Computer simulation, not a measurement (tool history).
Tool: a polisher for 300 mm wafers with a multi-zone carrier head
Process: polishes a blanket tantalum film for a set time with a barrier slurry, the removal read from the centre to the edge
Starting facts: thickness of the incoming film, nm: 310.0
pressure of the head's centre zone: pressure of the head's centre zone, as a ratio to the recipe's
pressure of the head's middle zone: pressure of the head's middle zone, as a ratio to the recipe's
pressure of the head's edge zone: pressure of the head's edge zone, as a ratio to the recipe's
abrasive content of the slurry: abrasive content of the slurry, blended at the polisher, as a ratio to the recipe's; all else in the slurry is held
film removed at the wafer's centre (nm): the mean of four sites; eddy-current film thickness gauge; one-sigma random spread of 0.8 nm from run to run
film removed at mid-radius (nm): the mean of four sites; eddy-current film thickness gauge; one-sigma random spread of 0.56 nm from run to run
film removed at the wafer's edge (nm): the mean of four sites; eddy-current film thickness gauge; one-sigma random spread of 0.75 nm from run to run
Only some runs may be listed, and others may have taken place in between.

run  hour  flow of slurry (ml/min)  pressure of the head's centre zone  pressure of the head's middle zone  pressure of the head's edge zone  abrasive content of the slurry  polishing time (s)  film removed at the wafer's centre (nm)  film removed at mid-radius (nm)  film removed at the wafer's edge (nm)
  1   0.0                      145                                1.00                                1.00                              1.00                            1.00                  53                                   66.046                           62.780                                 64.683
  2   1.8                      145                                1.07                                1.00                              1.00                            1.00                  53                                   71.522                           62.970                                 64.987
  3   7.1                      145                                1.07                                1.00                              1.00                            1.15                  53                                   72.860                           64.968                                 67.332
  4  11.3                      155                                1.01                                1.01                              1.06                            1.25                  54                                   73.232                           69.280                                 73.073
  5  16.9                      155                                1.01                                1.01                              1.06                            1.35                  54                                   74.009                           70.912                                 75.006
  6  23.8                      155                                1.01                                1.01                              1.06                            1.25                  54                                   72.858                           68.975                                 72.386

What will run 7 give?
  7  25.6                      155                                0.95                                1.01                              1.10                            1.30                  55                                        ?                                ?                                      ?

{"run 7": {"film removed at the wafer's centre (nm)": 69.528, "film removed at mid-radius (nm)": 70.976, "film removed at the wafer's edge (nm)": 76.601}}
